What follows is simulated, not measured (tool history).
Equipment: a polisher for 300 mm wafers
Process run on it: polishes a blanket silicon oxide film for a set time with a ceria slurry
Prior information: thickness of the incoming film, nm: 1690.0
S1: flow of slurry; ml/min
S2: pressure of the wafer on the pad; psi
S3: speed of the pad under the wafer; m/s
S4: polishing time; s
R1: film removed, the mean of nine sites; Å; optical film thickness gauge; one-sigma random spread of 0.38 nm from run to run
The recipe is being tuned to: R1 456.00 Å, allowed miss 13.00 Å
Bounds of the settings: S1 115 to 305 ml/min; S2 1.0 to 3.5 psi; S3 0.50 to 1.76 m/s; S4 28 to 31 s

run    day   S1   S2    S3  S4       R1
  1  0.000  195  2.2  1.12  31  1090.30
  2  0.075  195  2.2  1.12  31  1097.50
  3  0.208  195  2.2  1.12  28   995.98
  4  0.529  195  2.2  0.98  28   893.54
  5  0.554  190  1.9  0.96  28   752.97
  6  0.762  190  1.9  1.18  28   884.17
  7  0.792  160  1.3  0.86  28   476.61
  8  0.912  155  1.3  0.86  28   474.64
  9  1.175  150  1.3  0.86  28   473.33
     1.438  -- worn pad replaced by a new one
 10  1.438  140  1.2  0.86  28   478.51

4 candidate next runs follow, results not yet known. Just one meets every target within its allowed miss. Identify it.
  A  1.700  115  1.4  0.64  31   ?
  B  1.700  135  1.2  0.84  30   ?
  C  1.700  145  1.1  0.86  28   ?
  D  1.700  120  1.3  0.84  28   ?

move      R1
   A  496.87
   B  508.68
   C  448.91
   D  503.55
A: the biggest miss grows against the last run
B: the biggest miss grows against the last run
C: every result lands within tolerance
D: the biggest miss grows against the last run
Go with C: it meets all targets.
